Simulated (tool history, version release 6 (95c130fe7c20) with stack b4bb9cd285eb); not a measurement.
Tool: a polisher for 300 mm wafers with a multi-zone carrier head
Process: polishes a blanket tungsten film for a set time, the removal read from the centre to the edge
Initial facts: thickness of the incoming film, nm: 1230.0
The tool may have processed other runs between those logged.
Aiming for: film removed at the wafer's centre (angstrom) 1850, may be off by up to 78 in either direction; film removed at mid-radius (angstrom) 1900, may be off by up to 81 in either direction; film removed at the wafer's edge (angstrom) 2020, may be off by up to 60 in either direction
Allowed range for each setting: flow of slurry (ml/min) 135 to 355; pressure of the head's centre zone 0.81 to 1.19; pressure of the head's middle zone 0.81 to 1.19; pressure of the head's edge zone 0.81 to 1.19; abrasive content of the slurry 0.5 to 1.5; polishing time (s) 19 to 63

run,day,flow of slurry (ml/min),pressure of the head's centre zone,pressure of the head's middle zone,pressure of the head's edge zone,abrasive content of the slurry,polishing time (s),film removed at the wafer's centre (angstrom),film removed at mid-radius (angstrom),film removed at the wafer's edge (angstrom)
1,0,225,1,1,1,1,41,2801.9,2851.3,2781.1
2,0.062,220,0.98,0.98,0.99,0.9,40,2613.2,2596.3,2687.1
3,0.271,220,0.97,0.99,0.98,0.85,39,2464.5,2625.8,2581
4,0.642,220,0.97,1.04,0.98,0.85,39,2444,2650.6,2518.5
5,0.812,185,0.97,1.04,0.98,0.85,39,2446.4,2562.5,2497.3
6,1.062,180,0.96,1.03,0.97,0.8,38,2288.6,2506.8,2395.7
7,1.154,175,0.96,1.01,0.97,0.75,37,2161.1,2301.8,2276.4
8,1.392,170,0.96,0.99,0.96,0.7,37,2138.1,2264.7,2249.1
9,1.421,165,0.96,0.97,0.95,0.65,37,2100.5,2162.3,2186.1

Next run, 5 choices. One meets every target within its allowed miss, the rest don't. Which?
A,1.45,165,0.93,0.93,0.98,0.7,33,?,?,?
B,1.45,140,1.03,0.98,1.13,0.55,37,?,?,?
C,1.45,145,0.87,1.13,0.89,0.65,35,?,?,?
D,1.45,135,1.17,0.95,0.99,0.65,32,?,?,?
E,1.45,160,0.81,0.9,1.09,0.75,34,?,?,?

move,film removed at the wafer's centre (angstrom),film removed at mid-radius (angstrom),film removed at the wafer's edge (angstrom)
A,1809.3,1900.6,2016.1
B,2021.9,2035.4,2252.4
C,1734.4,2238,1968.8
D,1991.5,1758.9,1872.1
E,1674.9,1926.5,2209.7
A: meets every target
B: the biggest miss grows against the last run
C: the biggest miss grows against the last run
D: takes the result that was furthest off past its target
E: the worst result of the last run now meets its target, but another is out of spec
A meets every target.
